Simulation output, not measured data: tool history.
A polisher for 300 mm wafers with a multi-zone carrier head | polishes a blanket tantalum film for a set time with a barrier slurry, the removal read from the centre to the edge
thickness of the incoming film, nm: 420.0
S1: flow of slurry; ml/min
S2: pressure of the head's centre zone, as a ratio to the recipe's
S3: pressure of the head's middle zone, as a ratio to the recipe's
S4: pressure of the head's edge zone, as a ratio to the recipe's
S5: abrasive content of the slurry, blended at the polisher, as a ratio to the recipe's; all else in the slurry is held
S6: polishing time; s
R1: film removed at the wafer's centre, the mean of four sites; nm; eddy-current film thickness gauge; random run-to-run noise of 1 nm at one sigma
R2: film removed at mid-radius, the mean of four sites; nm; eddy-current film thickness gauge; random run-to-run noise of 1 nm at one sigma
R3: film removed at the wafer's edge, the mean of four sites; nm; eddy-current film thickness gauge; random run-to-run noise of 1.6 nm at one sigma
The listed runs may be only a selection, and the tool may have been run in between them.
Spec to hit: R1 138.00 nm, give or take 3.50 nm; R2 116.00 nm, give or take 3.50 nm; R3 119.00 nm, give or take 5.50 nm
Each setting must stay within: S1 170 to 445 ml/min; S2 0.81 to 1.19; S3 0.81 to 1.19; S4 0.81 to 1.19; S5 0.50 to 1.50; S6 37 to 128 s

Run 1, day 0.000: S1 285 ml/min, S2 1.00, S3 1.00, S4 1.00, S5 1.00, S6 82 s. Result: R1 140.06 nm, R2 136.81 nm, R3 133.67 nm.
Run 2, day 0.167: S1 280 ml/min, S2 1.00, S3 0.98, S4 0.98, S5 1.00, S6 82 s. Result: R1 139.94 nm, R2 132.81 nm, R3 127.74 nm.
Run 3, day 0.538: S1 280 ml/min, S2 1.00, S3 0.98, S4 0.98, S5 1.00, S6 92 s. Result: R1 155.48 nm, R2 149.47 nm, R3 141.99 nm.
Run 4, day 0.717: S1 275 ml/min, S2 1.00, S3 0.96, S4 0.97, S5 1.00, S6 92 s. Result: R1 156.03 nm, R2 144.60 nm, R3 147.26 nm.
Run 5, day 0.842: S1 280 ml/min, S2 1.00, S3 0.95, S4 0.96, S5 0.95, S6 92 s. Result: R1 151.15 nm, R2 144.81 nm, R3 142.84 nm.
Run 6, day 0.900: S1 275 ml/min, S2 1.01, S3 0.94, S4 0.94, S5 0.95, S6 91 s. Result: R1 150.75 nm, R2 138.69 nm, R3 142.60 nm.
Run 7, day 1.146: S1 355 ml/min, S2 1.08, S3 0.94, S4 0.85, S5 0.70, S6 86 s. Result: R1 137.87 nm, R2 116.62 nm, R3 110.73 nm.
Run 8, day 1.188: S1 355 ml/min, S2 1.08, S3 0.94, S4 0.86, S5 0.70, S6 86 s. Result: R1 136.30 nm, R2 115.82 nm, R3 112.73 nm.
Run 9, day 1.446: S1 355 ml/min, S2 1.08, S3 0.94, S4 0.87, S5 0.70, S6 86 s. Result: R1 136.75 nm, R2 117.97 nm, R3 113.03 nm.
Run 10, day 1.779: S1 355 ml/min, S2 1.08, S3 0.93, S4 0.88, S5 0.70, S6 86 s. Result: R1 138.68 nm, R2 116.78 nm, R3 113.85 nm.
Run 11, day 2.008: S1 355 ml/min, S2 1.08, S3 0.93, S4 0.89, S5 0.70, S6 86 s. Result: R1 137.43 nm, R2 116.55 nm, R3 112.68 nm.

Exercise: of the 4 proposed moves below, exactly one satisfies all targets within the stated allowed misses. Which move is it?
Run A, day 2.238: S1 430 ml/min, S2 1.16, S3 0.99, S4 0.87, S5 0.65, S6 84 s. Result: R1 ?, R2 ?, R3 ?.
Run B, day 2.238: S1 290 ml/min, S2 1.14, S3 0.91, S4 0.83, S5 1.00, S6 73 s. Result: R1 ?, R2 ?, R3 ?.
Run C, day 2.238: S1 340 ml/min, S2 1.17, S3 1.03, S4 0.83, S5 0.70, S6 80 s. Result: R1 ?, R2 ?, R3 ?.
Run D, day 2.238: S1 355 ml/min, S2 1.05, S3 0.89, S4 0.91, S5 0.80, S6 83 s. Result: R1 ?, R2 ?, R3 ?.

move      R1      R2      R3
   A  138.34  116.01  104.19
   B  140.41  112.14  106.74
   C  136.28  117.35  100.16
   D  136.54  116.12  116.84
A: further off than the last run
B: further off than the last run
C: further off than the last run
D: each result inside its tolerance
Go with D: it meets all targets.
